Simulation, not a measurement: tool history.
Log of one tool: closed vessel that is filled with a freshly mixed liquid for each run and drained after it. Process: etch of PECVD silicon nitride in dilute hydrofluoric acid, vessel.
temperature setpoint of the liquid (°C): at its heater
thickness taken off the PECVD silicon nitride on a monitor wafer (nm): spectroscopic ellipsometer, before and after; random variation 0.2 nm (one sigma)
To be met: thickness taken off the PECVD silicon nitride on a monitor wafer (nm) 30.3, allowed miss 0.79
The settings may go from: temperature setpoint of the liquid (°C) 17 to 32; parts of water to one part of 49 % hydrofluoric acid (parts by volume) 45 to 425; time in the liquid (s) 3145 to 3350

run,hour,temperature setpoint of the liquid (°C),parts of water to one part of 49 % hydrofluoric acid (parts by volume),time in the liquid (s),thickness taken off the PECVD silicon nitride on a monitor wafer (nm)
1,0,24,235,3145,46.976
2,6.5,22,235,3145,41.166
3,15.5,21,235,3145,38.509
4,24.1,20,235,3145,36.322
5,29.3,20,235,3145,35.979
6,36.3,19.5,235,3145,34.946
7,37.5,19,235,3145,34.177
8,38.9,18.5,235,3145,32.552
9,45.2,18,235,3145,31.668

4 next moves are on the table. One of them brings every result within its allowed miss. Which?
A,51.5,17,225,3350,?
B,51.5,19,255,3300,?
C,51.5,20,260,3205,?
D,51.5,17.5,255,3320,?

move,thickness taken off the PECVD silicon nitride on a monitor wafer (nm)
A,32.984
B,32.882
C,33.436
D,29.984
A: further off than the last run
B: further off than the last run
C: further off than the last run
D: meets every target
Answer: D
